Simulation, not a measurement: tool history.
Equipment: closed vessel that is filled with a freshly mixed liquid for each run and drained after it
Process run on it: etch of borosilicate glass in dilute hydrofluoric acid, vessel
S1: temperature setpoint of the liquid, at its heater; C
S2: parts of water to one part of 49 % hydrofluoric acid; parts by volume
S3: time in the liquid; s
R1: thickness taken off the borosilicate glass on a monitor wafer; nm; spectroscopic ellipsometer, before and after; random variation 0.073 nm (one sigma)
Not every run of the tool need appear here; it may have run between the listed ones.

run    day    S1   S2  S3       R1
  1  0.000  21.0  130  35   6.3244
  2  0.108  22.5  130  35   6.6579
  3  0.154  22.5  155  35   5.4226
  4  0.462  23.5  145  35   6.1709
  5  0.571  23.5  165  35   5.2744
  6  0.796  24.0  155  35   5.7585
  7  1.058  28.0  105  35  10.5220

Forecast run 8:
  8  1.262  28.0  100  35   ?

For run 8 the tool returned R1 11.1460 nm.
